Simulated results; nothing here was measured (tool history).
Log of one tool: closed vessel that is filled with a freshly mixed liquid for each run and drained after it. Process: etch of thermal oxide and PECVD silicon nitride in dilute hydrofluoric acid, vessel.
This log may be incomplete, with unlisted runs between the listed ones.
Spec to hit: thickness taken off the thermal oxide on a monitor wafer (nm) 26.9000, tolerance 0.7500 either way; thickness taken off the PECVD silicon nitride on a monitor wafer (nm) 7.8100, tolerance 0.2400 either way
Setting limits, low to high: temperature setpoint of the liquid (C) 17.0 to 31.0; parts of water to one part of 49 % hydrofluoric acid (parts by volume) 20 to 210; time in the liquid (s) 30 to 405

run	hour	temperature setpoint of the liquid (C)	parts of water to one part of 49 % hydrofluoric acid (parts by volume)	time in the liquid (s)	thickness taken off the thermal oxide on a monitor wafer (nm)	thickness taken off the PECVD silicon nitride on a monitor wafer (nm)
1	0.0	23.0	115	205	8.6508	2.7839
2	5.5	20.5	115	205	7.7934	2.3241
3	13.6	20.5	135	205	6.5595	2.0100
4	22.2	20.5	100	205	9.1299	2.7251
5	29.2	17.5	100	205	8.0904	2.2242
6	37.9	18.5	85	215	10.5940	2.8955
7	42.7	19.5	70	215	13.4980	3.7632
8	45.8	20.5	60	210	16.4060	4.6229
9	50.9	21.0	55	210	18.3520	5.2447
10	54.5	23.5	20	195	54.0280	15.1170
11	55.8	22.5	25	205	43.5540	12.1560
12	57.0	22.0	30	210	35.8310	9.8667
13	63.2	22.0	35	215	31.3530	8.6830
14	65.2	23.0	55	225	21.3380	6.3176
15	68.8	23.5	50	225	23.9180	7.0507
16	70.4	24.0	35	215	34.3140	9.9568
17	71.5	22.0	45	230	25.9310	7.2842
18	78.3	22.0	45	225	25.3190	7.3137
19	82.6	22.5	45	220	25.3410	7.2631
20	91.3	23.0	45	220	25.7330	7.5984
21	99.9	22.5	35	215	32.0050	9.0502
22	101.6	22.5	50	220	22.5320	6.6171
23	109.2	22.5	45	215	24.6580	6.9828
24	110.6	24.0	40	210	28.9610	8.6634

4 candidate next runs follow, results not yet known. Just one meets every target within its allowed miss. Identify it.
A	112.0	20.5	40	225	?	?
B	112.0	29.5	65	265	?	?
C	112.0	23.0	45	230	?	?
D	112.0	24.0	40	230	?	?

move	thickness taken off the thermal oxide on a monitor wafer (nm)	thickness taken off the PECVD silicon nitride on a monitor wafer (nm)
A	26.9550	7.1385
B	27.2520	9.5328
C	27.0420	7.7291
D	31.9230	9.2789
A: takes the result that was furthest off past its target
B: misses by more than the last run did
C: each result inside its tolerance
D: misses by more than the last run did
C is the move that brings every result within its allowed miss.
